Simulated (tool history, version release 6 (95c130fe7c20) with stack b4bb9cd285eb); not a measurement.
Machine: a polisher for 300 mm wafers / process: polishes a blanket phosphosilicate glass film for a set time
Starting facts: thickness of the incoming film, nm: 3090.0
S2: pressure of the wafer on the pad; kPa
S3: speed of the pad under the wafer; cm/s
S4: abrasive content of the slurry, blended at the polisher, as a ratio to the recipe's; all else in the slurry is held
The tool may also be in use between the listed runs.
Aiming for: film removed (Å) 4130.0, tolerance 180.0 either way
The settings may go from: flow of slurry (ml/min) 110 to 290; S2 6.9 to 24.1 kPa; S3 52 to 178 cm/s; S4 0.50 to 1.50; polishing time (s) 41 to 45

{"run": 1, "hour": 0.0, "flow of slurry (ml/min)": 185, "S2": 15.2, "S3": 114, "S4": 1.0, "polishing time (s)": 45, "film removed (Å)": 3153.6}
{"run": 2, "hour": 7.7, "flow of slurry (ml/min)": 185, "S2": 17.2, "S3": 114, "S4": 1.0, "polishing time (s)": 45, "film removed (Å)": 3591.4}
{"run": 3, "hour": 15.0, "flow of slurry (ml/min)": 185, "S2": 17.9, "S3": 114, "S4": 1.0, "polishing time (s)": 45, "film removed (Å)": 3712.9}
{"run": 4, "hour": 18.1, "flow of slurry (ml/min)": 190, "S2": 18.6, "S3": 114, "S4": 1.0, "polishing time (s)": 45, "film removed (Å)": 3932.5}
{"run": 5, "hour": 22.9, "flow of slurry (ml/min)": 190, "S2": 18.6, "S3": 114, "S4": 1.0, "polishing time (s)": 45, "film removed (Å)": 3827.2}
{"run": 6, "hour": 26.6, "flow of slurry (ml/min)": 190, "S2": 15.9, "S3": 114, "S4": 1.0, "polishing time (s)": 45, "film removed (Å)": 3293.5}
{"run": 7, "hour": 30.7, "flow of slurry (ml/min)": 190, "S2": 16.5, "S3": 114, "S4": 1.0, "polishing time (s)": 45, "film removed (Å)": 3428.6}
{"run": 8, "hour": 35.9, "flow of slurry (ml/min)": 190, "S2": 17.2, "S3": 114, "S4": 1.0, "polishing time (s)": 45, "film removed (Å)": 3526.1}
{"run": 9, "hour": 43.1, "flow of slurry (ml/min)": 190, "S2": 17.9, "S3": 114, "S4": 1.0, "polishing time (s)": 45, "film removed (Å)": 3757.5}
{"run": 10, "hour": 46.2, "flow of slurry (ml/min)": 195, "S2": 18.6, "S3": 114, "S4": 1.0, "polishing time (s)": 45, "film removed (Å)": 3856.2}

Next run, 4 choices. One meets every target within its allowed miss, the rest don't. Which?
{"run": "A", "hour": 49.3, "flow of slurry (ml/min)": 210, "S2": 19.3, "S3": 108, "S4": 0.9, "polishing time (s)": 45, "film removed (Å)": "?"}
{"run": "B", "hour": 49.3, "flow of slurry (ml/min)": 195, "S2": 20.0, "S3": 114, "S4": 1.05, "polishing time (s)": 44, "film removed (Å)": "?"}
{"run": "C", "hour": 49.3, "flow of slurry (ml/min)": 180, "S2": 17.9, "S3": 98, "S4": 1.4, "polishing time (s)": 45, "film removed (Å)": "?"}
{"run": "D", "hour": 49.3, "flow of slurry (ml/min)": 185, "S2": 17.2, "S3": 114, "S4": 1.05, "polishing time (s)": 45, "film removed (Å)": "?"}

move=A film_removed_(Å)=3765.4
move=B film_removed_(Å)=4265.6
move=C film_removed_(Å)=3900.4
move=D film_removed_(Å)=3753.7
A: the biggest miss grows against the last run
B: every result lands within tolerance
C: an improvement on the last run, though not all results are within tolerance
D: the biggest miss grows against the last run
B is the move that brings every result within its allowed miss.
